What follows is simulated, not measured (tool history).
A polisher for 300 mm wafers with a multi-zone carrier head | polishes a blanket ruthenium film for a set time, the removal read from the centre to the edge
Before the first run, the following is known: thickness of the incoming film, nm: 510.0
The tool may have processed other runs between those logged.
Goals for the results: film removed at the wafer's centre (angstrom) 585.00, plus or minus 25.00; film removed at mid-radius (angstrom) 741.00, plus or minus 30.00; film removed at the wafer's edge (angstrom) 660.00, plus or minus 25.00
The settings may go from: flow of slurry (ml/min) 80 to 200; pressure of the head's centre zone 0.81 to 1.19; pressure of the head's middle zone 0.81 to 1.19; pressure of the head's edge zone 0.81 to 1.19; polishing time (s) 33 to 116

| run | hour | flow of slurry (ml/min) | pressure of the head's centre zone | pressure of the head's middle zone | pressure of the head's edge zone | polishing time (s) | film removed at the wafer's centre (angstrom) | film removed at mid-radius (angstrom) | film removed at the wafer's edge (angstrom) |
|---|---|---|---|---|---|---|---|---|---|
| 1 | 0.0 | 130 | 1.00 | 1.00 | 1.00 | 74 | 490.98 | 515.31 | 507.35 |
| 2 | 5.9 | 130 | 1.00 | 1.04 | 1.00 | 74 | 501.11 | 528.68 | 513.40 |
| 3 | 10.8 | 140 | 0.98 | 1.07 | 1.01 | 76 | 515.55 | 563.29 | 536.46 |
| 4 | 11.9 | 145 | 0.96 | 1.09 | 1.02 | 78 | 515.04 | 585.00 | 550.38 |
| 5 | 16.6 | 170 | 0.96 | 1.09 | 1.02 | 78 | 547.06 | 622.45 | 546.11 |
| 6 | 21.6 | 170 | 0.96 | 1.09 | 0.96 | 78 | 537.91 | 612.41 | 543.57 |
| 7 | 24.5 | 170 | 0.96 | 1.09 | 0.96 | 78 | 533.45 | 620.50 | 542.80 |
| 8 | 27.2 | 170 | 0.95 | 1.10 | 0.96 | 81 | 555.31 | 633.25 | 563.17 |
| 9 | 28.4 | 170 | 0.93 | 1.12 | 0.97 | 83 | 551.03 | 665.43 | 577.19 |
| 10 | 32.8 | 165 | 0.92 | 1.13 | 0.98 | 85 | 567.15 | 689.45 | 607.58 |
|  | 34.4 | edge zone pressure recalibrated |
| 11 | 34.4 | 175 | 0.90 | 1.17 | 1.06 | 86 | 563.38 | 709.06 | 615.05 |
| 12 | 40.6 | 175 | 0.90 | 1.17 | 1.06 | 87 | 560.04 | 715.91 | 613.51 |
| 13 | 45.3 | 175 | 0.90 | 1.17 | 1.06 | 88 | 574.47 | 717.00 | 610.34 |
| 14 | 52.3 | 170 | 0.89 | 1.17 | 1.06 | 89 | 564.08 | 743.89 | 631.31 |
| 15 | 57.0 | 170 | 0.89 | 1.16 | 1.06 | 90 | 566.60 | 729.22 | 629.40 |

5 next moves are on the table. One of them brings every result within its allowed miss. Which?
| A | 61.7 | 150 | 1.00 | 1.13 | 1.12 | 94 | ? | ? | ? |
| B | 61.7 | 180 | 0.97 | 1.11 | 1.06 | 94 | ? | ? | ? |
| C | 61.7 | 180 | 0.91 | 1.17 | 1.17 | 90 | ? | ? | ? |
| D | 61.7 | 200 | 0.94 | 1.14 | 1.15 | 83 | ? | ? | ? |
| E | 61.7 | 195 | 0.91 | 1.15 | 1.05 | 85 | ? | ? | ? |

| move | film removed at the wafer's centre (angstrom) | film removed at mid-radius (angstrom) | film removed at the wafer's edge (angstrom) |
|---|---|---|---|
| A | 659.24 | 737.24 | 676.44 |
| B | 661.48 | 749.83 | 676.44 |
| C | 594.07 | 747.84 | 673.87 |
| D | 575.89 | 686.42 | 624.27 |
| E | 568.53 | 705.37 | 614.44 |
A: puts the biggest miss on target and leaves a different result outside tolerance
B: puts the biggest miss on target and leaves a different result outside tolerance
C: each result inside its tolerance
D: moves away from the targets compared with the last run
E: moves away from the targets compared with the last run
The move that meets every target is C.

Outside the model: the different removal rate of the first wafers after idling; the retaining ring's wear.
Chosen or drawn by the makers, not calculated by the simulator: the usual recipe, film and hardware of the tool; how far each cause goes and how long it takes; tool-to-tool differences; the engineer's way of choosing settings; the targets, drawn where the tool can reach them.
